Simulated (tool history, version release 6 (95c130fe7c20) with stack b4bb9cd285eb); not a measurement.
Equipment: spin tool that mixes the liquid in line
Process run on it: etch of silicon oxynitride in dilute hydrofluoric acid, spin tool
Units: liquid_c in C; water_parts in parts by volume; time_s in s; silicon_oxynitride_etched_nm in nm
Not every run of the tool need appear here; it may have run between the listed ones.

| run | hour | liquid_c | water_parts | time_s | silicon_oxynitride_etched_nm |
|---|---|---|---|---|---|
| 1 | 0.0 | 23.0 | 150 | 295 | 4.0743 |
| 2 | 2.7 | 24.5 | 135 | 295 | 5.1104 |
| 3 | 7.3 | 25.5 | 130 | 295 | 5.3652 |
| 4 | 14.3 | 26.5 | 120 | 295 | 6.1374 |
| 5 | 18.6 | 26.5 | 70 | 295 | 11.1140 |
| 6 | 22.2 | 28.0 | 70 | 295 | 11.8650 |

Forecast run 7:
| 7 | 27.0 | 27.0 | 70 | 295 | ? |

{"run 7": {"silicon_oxynitride_etched_nm": 11.374}}
